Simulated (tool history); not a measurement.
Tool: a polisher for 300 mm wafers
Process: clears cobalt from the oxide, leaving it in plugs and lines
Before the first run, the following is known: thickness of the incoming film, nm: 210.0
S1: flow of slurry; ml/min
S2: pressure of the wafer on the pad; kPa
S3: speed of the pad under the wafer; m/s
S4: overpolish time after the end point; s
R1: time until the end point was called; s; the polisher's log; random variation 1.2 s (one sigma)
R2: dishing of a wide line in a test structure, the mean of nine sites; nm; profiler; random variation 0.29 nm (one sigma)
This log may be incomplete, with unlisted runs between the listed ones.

run	hour	S1	S2	S3	S4	R1	R2
1	0.0	275	11.7	0.86	26	49.213	26.417
2	8.5	270	11.0	0.86	24	54.085	25.811
3	12.5	340	11.0	0.86	24	51.458	25.689
4	16.7	350	10.3	0.86	22	56.622	24.801
5	18.8	350	13.1	0.86	22	45.073	26.630
6	24.3	360	12.4	0.86	21	46.788	24.530
7	30.4	365	11.7	0.86	20	49.191	25.209
8	31.1	370	11.0	0.86	19	52.437	25.093
9	39.5	375	10.3	0.86	18	54.874	23.906
10	42.7	380	9.7	0.86	17	57.700	23.935
11	48.1	385	9.0	0.86	16	64.329	23.002
12	54.1	390	8.3	0.88	15	68.421	21.430

Forecast run 13:
13	61.1	395	8.3	0.90	14	?	?

{"run 13": {"R1": 65.8, "R2": 21.934}}
